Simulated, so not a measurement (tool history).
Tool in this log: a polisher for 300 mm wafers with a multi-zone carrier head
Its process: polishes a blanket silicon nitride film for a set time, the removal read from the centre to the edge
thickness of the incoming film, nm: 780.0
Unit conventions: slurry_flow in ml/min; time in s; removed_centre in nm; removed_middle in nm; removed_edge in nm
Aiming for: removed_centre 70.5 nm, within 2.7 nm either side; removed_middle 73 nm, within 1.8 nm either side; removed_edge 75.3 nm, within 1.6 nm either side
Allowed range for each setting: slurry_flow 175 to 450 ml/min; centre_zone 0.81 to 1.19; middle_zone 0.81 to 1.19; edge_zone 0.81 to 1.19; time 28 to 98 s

{"run": 1, "hour": 0.0, "slurry_flow": 290, "centre_zone": 1, "middle_zone": 1, "edge_zone": 1, "time": 63, "removed_centre": 90.523, "removed_middle": 91.458, "removed_edge": 92.316}
{"run": 2, "hour": 5.5, "slurry_flow": 290, "centre_zone": 1, "middle_zone": 1.04, "edge_zone": 1, "time": 63, "removed_centre": 93.093, "removed_middle": 92.197, "removed_edge": 91.389}
{"run": 3, "hour": 13.5, "slurry_flow": 355, "centre_zone": 1, "middle_zone": 1.04, "edge_zone": 1, "time": 63, "removed_centre": 91.92, "removed_middle": 94.507, "removed_edge": 91.625}
{"run": 4, "hour": 22.0, "slurry_flow": 355, "centre_zone": 0.99, "middle_zone": 1, "edge_zone": 0.97, "time": 61, "removed_centre": 91.303, "removed_middle": 88.781, "removed_edge": 88.324}
{"run": 5, "hour": 29.9, "slurry_flow": 350, "centre_zone": 0.95, "middle_zone": 0.99, "edge_zone": 0.96, "time": 59, "removed_centre": 86.032, "removed_middle": 84.775, "removed_edge": 84.849}
{"run": 6, "hour": 30.8, "slurry_flow": 345, "centre_zone": 0.92, "middle_zone": 0.98, "edge_zone": 0.96, "time": 57, "removed_centre": 78.64, "removed_middle": 80.719, "removed_edge": 82.089}
{"run": 7, "hour": 32.2, "slurry_flow": 340, "centre_zone": 0.9, "middle_zone": 0.97, "edge_zone": 0.94, "time": 56, "removed_centre": 76.285, "removed_middle": 80.179, "removed_edge": 79.787}
{"run": 8, "hour": 36.4, "slurry_flow": 280, "centre_zone": 0.85, "middle_zone": 0.87, "edge_zone": 0.91, "time": 54, "removed_centre": 66.493, "removed_middle": 69.859, "removed_edge": 74.776}
{"run": 9, "hour": 41.9, "slurry_flow": 290, "centre_zone": 0.86, "middle_zone": 0.88, "edge_zone": 0.91, "time": 54, "removed_centre": 68.455, "removed_middle": 69.836, "removed_edge": 75.087}
{"run": 10, "hour": 44.9, "slurry_flow": 290, "centre_zone": 0.86, "middle_zone": 0.88, "edge_zone": 0.91, "time": 54, "removed_centre": 67.012, "removed_middle": 69.639, "removed_edge": 75.042}

Pick the move, out of 4, that brings all results within their allowed miss; only one does.
{"run": "A", "hour": 47.9, "slurry_flow": 285, "centre_zone": 0.84, "middle_zone": 0.88, "edge_zone": 0.86, "time": 53, "removed_centre": "?", "removed_middle": "?", "removed_edge": "?"}
{"run": "B", "hour": 47.9, "slurry_flow": 295, "centre_zone": 0.81, "middle_zone": 0.92, "edge_zone": 0.87, "time": 55, "removed_centre": "?", "removed_middle": "?", "removed_edge": "?"}
{"run": "C", "hour": 47.9, "slurry_flow": 240, "centre_zone": 0.9, "middle_zone": 0.93, "edge_zone": 0.92, "time": 55, "removed_centre": "?", "removed_middle": "?", "removed_edge": "?"}
{"run": "D", "hour": 47.9, "slurry_flow": 295, "centre_zone": 0.93, "middle_zone": 0.95, "edge_zone": 0.89, "time": 57, "removed_centre": "?", "removed_middle": "?", "removed_edge": "?"}

move=A removed_centre=66.541 removed_middle=69.061 removed_edge=71.457
move=B removed_centre=66.996 removed_middle=74.259 removed_edge=74.719
move=C removed_centre=72.077 removed_middle=72.97 removed_edge=75.225
move=D removed_centre=79.227 removed_middle=78.708 removed_edge=78.214
A: lands further from the targets than the last run did
B: brings the result that was furthest off to its target, and leaves another outside
C: in spec on every target
D: pushes the last run's worst result past its target
Answer: C
